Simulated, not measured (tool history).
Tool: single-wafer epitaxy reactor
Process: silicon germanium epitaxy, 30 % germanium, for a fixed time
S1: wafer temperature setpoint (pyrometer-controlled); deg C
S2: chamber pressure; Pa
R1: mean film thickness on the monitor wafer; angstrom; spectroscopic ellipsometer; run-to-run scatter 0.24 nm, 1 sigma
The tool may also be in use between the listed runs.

run	hour	S1	S2	R1
1	0	610	1986	692.92
2	1.1	610	2266	737.48
3	9.1	610	2560	785.86
4	15.7	620	2560	914.66
5	20.9	616	2560	861.94
6	29.6	620	2560	920.77
7	32.2	615	2546	843.9
8	34.9	611	2546	792.12
9	36.1	607	2546	739.6
10	42.4	604	2546	703.7
11	49	602	2546	678.08
12	56.9	602	2546	678.84
13	63	600	2546	655.2
14	66.9	599	2546	649.03
15	69	598	2546	634.66
16	74.4	597	2546	627.38

Run 17, settings as shown, results not yet in. Your forecast:
17	80.5	596	2546	?

Run 17 gave R1 612.71 angstrom.
